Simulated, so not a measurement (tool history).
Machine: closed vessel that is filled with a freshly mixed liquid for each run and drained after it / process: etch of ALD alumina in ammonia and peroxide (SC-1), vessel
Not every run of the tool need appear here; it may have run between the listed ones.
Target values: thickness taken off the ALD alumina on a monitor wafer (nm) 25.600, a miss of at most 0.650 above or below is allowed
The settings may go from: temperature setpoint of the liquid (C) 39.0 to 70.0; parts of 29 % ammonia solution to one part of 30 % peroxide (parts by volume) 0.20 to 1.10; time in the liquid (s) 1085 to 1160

run  hour  temperature setpoint of the liquid (C)  parts of 29 % ammonia solution to one part of 30 % peroxide (parts by volume)  time in the liquid (s)  thickness taken off the ALD alumina on a monitor wafer (nm)
  1   0.0                                    55.0                                                                           0.60                    1085                                                       52.051
  2   3.6                                    50.5                                                                           0.60                    1085                                                       40.721
  3   9.0                                    50.5                                                                           0.75                    1085                                                       42.008
  4  12.1                                    47.5                                                                           0.75                    1085                                                       35.246
  5  13.6                                    47.5                                                                           0.75                    1085                                                       35.093
  6  22.0                                    47.5                                                                           0.75                    1160                                                       37.991
  7  30.6                                    45.0                                                                           0.75                    1160                                                       33.033
  8  35.4                                    39.5                                                                           0.75                    1160                                                       23.914
  9  43.2                                    40.0                                                                           0.75                    1160                                                       24.514
 10  47.2                                    40.0                                                                           0.75                    1160                                                       24.547

Consider the 5 candidate settings below. Which is the only one whose results all fall within their allowed miss of target?
  A  51.2                                    41.0                                                                           0.60                    1160                                                            ?
  B  51.2                                    39.0                                                                           0.80                    1160                                                            ?
  C  51.2                                    40.0                                                                           0.75                    1145                                                            ?
  D  51.2                                    40.0                                                                           0.80                    1085                                                            ?
  E  51.2                                    39.5                                                                           0.75                    1130                                                            ?

move  thickness taken off the ALD alumina on a monitor wafer (nm)
   A                                                       25.598
   B                                                       23.384
   C                                                       24.339
   D                                                       23.207
   E                                                       23.320
A: hits every target within its allowed miss
B: its largest miss is bigger than the last run's
C: its largest miss is bigger than the last run's
D: its largest miss is bigger than the last run's
E: its largest miss is bigger than the last run's
So the answer is move A, the one that meets all the targets.
